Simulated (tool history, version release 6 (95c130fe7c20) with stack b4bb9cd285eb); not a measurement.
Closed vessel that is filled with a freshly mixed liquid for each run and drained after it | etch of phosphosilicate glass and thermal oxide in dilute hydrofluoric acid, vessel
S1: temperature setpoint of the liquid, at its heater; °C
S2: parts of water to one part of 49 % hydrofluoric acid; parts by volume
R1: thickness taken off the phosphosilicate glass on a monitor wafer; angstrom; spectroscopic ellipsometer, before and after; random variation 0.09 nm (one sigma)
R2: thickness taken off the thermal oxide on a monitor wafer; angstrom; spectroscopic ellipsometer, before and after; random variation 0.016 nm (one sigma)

run 1 hour=0.0 | S1=26.0 S2=115 time_in_the_liquid_(s)=60 | R1=442.86 R2=26.181
run 2 hour=6.8 | S1=23.5 S2=120 time_in_the_liquid_(s)=60 | R1=383.22 R2=22.452
run 3 hour=10.0 | S1=27.0 S2=120 time_in_the_liquid_(s)=60 | R1=438.01 R2=25.431
run 4 hour=19.0 | S1=24.5 S2=125 time_in_the_liquid_(s)=60 | R1=377.82 R2=22.236
run 5 hour=26.3 | S1=22.5 S2=130 time_in_the_liquid_(s)=60 | R1=337.66 R2=19.609
run 6 hour=29.7 | S1=21.0 S2=130 time_in_the_liquid_(s)=60 | R1=317.02 R2=18.542
run 7 hour=31.9 | S1=20.0 S2=130 time_in_the_liquid_(s)=60 | R1=303.54 R2=17.679
run 8 hour=33.1 | S1=19.5 S2=130 time_in_the_liquid_(s)=60 | R1=300.27 R2=17.534
run 9 hour=38.3 | S1=19.0 S2=130 time_in_the_liquid_(s)=60 | R1=291.87 R2=17.128
run 10 hour=42.7 | S1=18.5 S2=130 time_in_the_liquid_(s)=60 | R1=286.33 R2=16.896

Forecast run 11:
run 11 hour=43.7 | S1=18.0 S2=135 time_in_the_liquid_(s)=60 | R1=? R2=?

{"run 11": {"R1": 269.13, "R2": 15.691}}
